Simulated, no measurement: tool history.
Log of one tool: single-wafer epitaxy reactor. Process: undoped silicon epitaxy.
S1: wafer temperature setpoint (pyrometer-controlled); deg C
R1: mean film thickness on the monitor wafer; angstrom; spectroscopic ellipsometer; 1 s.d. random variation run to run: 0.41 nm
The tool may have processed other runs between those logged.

run 1 day=0.000 | S1=655 deposition_time_(s)=362 | R1=673.69
run 2 day=0.104 | S1=649 deposition_time_(s)=362 | R1=576.31
run 3 day=0.154 | S1=649 deposition_time_(s)=322 | R1=511.98
run 4 day=0.504 | S1=649 deposition_time_(s)=290 | R1=462.58
run 5 day=0.650 | S1=654 deposition_time_(s)=290 | R1=520.03
run 6 day=0.767 | S1=654 deposition_time_(s)=246 | R1=442.36
run 7 day=0.842 | S1=662 deposition_time_(s)=292 | R1=643.14

Estimate the outcome of run 8 from the log above:
run 8 day=0.896 | S1=667 deposition_time_(s)=316 | R1=?

R1: 778.00 angstrom

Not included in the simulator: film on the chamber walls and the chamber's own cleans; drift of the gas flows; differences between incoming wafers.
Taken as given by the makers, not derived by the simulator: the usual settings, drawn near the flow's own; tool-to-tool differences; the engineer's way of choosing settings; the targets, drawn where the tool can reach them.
